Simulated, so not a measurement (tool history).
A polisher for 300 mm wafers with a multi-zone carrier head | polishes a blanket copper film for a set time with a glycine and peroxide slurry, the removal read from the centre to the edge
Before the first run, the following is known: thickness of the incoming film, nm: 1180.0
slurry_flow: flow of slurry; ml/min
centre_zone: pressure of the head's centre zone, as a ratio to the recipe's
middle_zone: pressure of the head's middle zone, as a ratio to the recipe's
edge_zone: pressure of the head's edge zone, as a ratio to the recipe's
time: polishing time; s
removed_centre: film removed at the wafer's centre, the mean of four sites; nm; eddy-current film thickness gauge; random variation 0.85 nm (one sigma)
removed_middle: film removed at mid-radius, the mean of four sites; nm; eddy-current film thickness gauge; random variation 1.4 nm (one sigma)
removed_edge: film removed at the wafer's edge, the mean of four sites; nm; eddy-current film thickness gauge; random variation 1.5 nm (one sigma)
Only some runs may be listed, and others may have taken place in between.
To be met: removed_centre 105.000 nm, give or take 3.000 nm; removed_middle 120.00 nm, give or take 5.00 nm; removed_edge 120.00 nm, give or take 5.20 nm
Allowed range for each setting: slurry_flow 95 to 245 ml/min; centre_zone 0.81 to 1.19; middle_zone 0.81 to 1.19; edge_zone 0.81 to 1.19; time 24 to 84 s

run,day,slurry_flow,centre_zone,middle_zone,edge_zone,time,removed_centre,removed_middle,removed_edge
1,0.000,155,1.00,1.00,1.00,54,205.770,206.30,211.22
2,0.046,150,0.98,1.00,0.99,51,194.030,191.84,191.48
3,0.412,150,0.98,1.00,0.92,51,193.200,194.98,188.65
4,0.625,145,0.96,1.00,0.94,49,177.700,181.94,183.18
5,0.812,145,0.96,1.00,0.94,40,146.940,146.71,148.96
6,0.838,140,0.95,1.00,0.93,39,139.950,143.07,145.58
7,1.142,140,0.94,1.00,0.92,38,136.200,139.44,139.06
8,1.246,135,0.93,1.00,0.92,38,130.510,140.43,139.53
9,1.471,135,0.92,0.99,0.91,38,130.410,141.75,136.91
10,1.838,135,0.91,0.98,0.92,37,125.560,134.22,133.20
11,2.150,110,0.81,0.95,0.85,34,97.406,116.22,117.68
12,2.488,115,0.81,0.95,0.85,34,99.107,116.18,117.68

5 candidate next runs follow, results not yet known. Just one meets every target within its allowed miss. Identify it.
A,2.825,120,0.83,0.94,0.81,35,?,?,?
B,2.825,95,0.83,1.01,0.90,33,?,?,?
C,2.825,115,0.84,0.99,0.84,33,?,?,?
D,2.825,110,0.82,0.98,0.95,33,?,?,?
E,2.825,140,0.90,0.94,0.90,30,?,?,?

move,removed_centre,removed_middle,removed_edge
A,106.620,119.20,120.92
B,94.774,113.06,114.24
C,100.760,116.14,114.73
D,97.273,114.10,119.39
E,102.560,105.20,110.01
A: every result within its allowed miss
B: further off than the last run
C: closes in on the targets versus the last run, not all within tolerance yet
D: further off than the last run
E: corrects the largest miss of the last run, while another result sits out of spec
Correct choice: A, which meets every target
